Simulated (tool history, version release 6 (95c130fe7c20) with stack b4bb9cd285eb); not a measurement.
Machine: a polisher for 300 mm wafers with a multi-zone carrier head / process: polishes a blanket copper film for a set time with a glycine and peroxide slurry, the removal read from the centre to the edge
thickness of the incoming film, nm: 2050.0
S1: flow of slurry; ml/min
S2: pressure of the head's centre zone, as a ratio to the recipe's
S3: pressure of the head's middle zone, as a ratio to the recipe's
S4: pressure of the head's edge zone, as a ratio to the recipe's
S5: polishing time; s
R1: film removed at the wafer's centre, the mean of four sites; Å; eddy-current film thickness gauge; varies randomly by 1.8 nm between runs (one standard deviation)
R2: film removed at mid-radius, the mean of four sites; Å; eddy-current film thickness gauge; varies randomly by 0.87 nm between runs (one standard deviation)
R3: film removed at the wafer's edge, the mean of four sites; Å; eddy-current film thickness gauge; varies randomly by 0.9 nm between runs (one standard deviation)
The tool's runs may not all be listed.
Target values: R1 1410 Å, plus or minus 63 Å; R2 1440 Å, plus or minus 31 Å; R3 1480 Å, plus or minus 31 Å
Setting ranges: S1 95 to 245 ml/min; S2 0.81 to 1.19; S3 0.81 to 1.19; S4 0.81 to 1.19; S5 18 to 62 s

| run | day | S1 | S2 | S3 | S4 | S5 | R1 | R2 | R3 |
|---|---|---|---|---|---|---|---|---|---|
| 1 | 0 | 155 | 1 | 1 | 1 | 40 | 2658.3 | 2529.4 | 2642.9 |
| 2 | 0.025 | 155 | 1 | 1 | 0.96 | 40 | 2642.6 | 2530.9 | 2600.7 |
| 3 | 0.379 | 155 | 1 | 1 | 0.92 | 40 | 2682.9 | 2526.6 | 2520.4 |
| 4 | 0.558 | 155 | 1 | 1.08 | 0.92 | 40 | 2581.4 | 2690.2 | 2553.2 |
| 5 | 0.679 | 140 | 0.95 | 1.03 | 0.9 | 34 | 2054.1 | 2143.9 | 2085.9 |
| 6 | 0.733 | 140 | 0.95 | 1.03 | 0.83 | 34 | 2034.7 | 2160.7 | 2026.6 |
| 7 | 0.858 | 130 | 0.93 | 0.99 | 0.83 | 31 | 1840.7 | 1855.7 | 1839.6 |
| 8 | 1.042 | 130 | 0.91 | 0.98 | 0.83 | 29 | 1653.9 | 1736.4 | 1712.1 |
| 9 | 1.346 | 130 | 0.9 | 0.96 | 0.82 | 28 | 1573.8 | 1643.2 | 1674.7 |
| 10 | 1.375 | 120 | 0.9 | 0.96 | 0.82 | 27 | 1550.3 | 1560.3 | 1571.6 |
| 11 | 1.604 | 115 | 0.88 | 0.95 | 0.82 | 27 | 1435.1 | 1524 | 1568.3 |
| 12 | 1.754 | 110 | 0.89 | 0.95 | 0.82 | 27 | 1457.9 | 1532.5 | 1574.6 |

Exercise: of the 4 proposed moves below, exactly one satisfies all targets within the stated allowed misses. Which move is it?
| A | 1.904 | 155 | 0.94 | 0.89 | 0.81 | 26 | ? | ? | ? |
| B | 1.904 | 95 | 0.94 | 0.98 | 0.84 | 26 | ? | ? | ? |
| C | 1.904 | 135 | 0.88 | 0.97 | 0.81 | 25 | ? | ? | ? |
| D | 1.904 | 125 | 0.84 | 0.94 | 0.82 | 27 | ? | ? | ? |

| move | R1 | R2 | R3 |
|---|---|---|---|
| A | 1612.4 | 1476.7 | 1564.8 |
| B | 1416.5 | 1427.6 | 1465.8 |
| C | 1407.7 | 1485.2 | 1474.1 |
| D | 1423.1 | 1536.8 | 1582.1 |
A: further off than the last run
B: meets every target
C: meets the target for the result that was furthest off, but another lies outside its allowed miss
D: further off than the last run
B is the move that brings every result within its allowed miss.
